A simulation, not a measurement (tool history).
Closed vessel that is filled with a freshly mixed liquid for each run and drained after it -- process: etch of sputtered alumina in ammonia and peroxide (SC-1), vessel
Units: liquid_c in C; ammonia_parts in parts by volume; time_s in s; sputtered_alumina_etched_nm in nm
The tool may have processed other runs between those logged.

run,hour,liquid_c,ammonia_parts,time_s,sputtered_alumina_etched_nm
1,0,56,0.5,195,10.92
2,5.7,51.5,0.5,195,8.5806
3,14.8,48,0.5,195,7.1235
4,21.8,53.5,0.5,195,9.724
5,24.2,55,0.5,195,10.364
6,28,48.5,0.5,195,7.4269

Forecast run 7:
7,29.5,51.5,0.5,195,?

Run 7 produced sputtered_alumina_etched_nm 8.5879 nm.
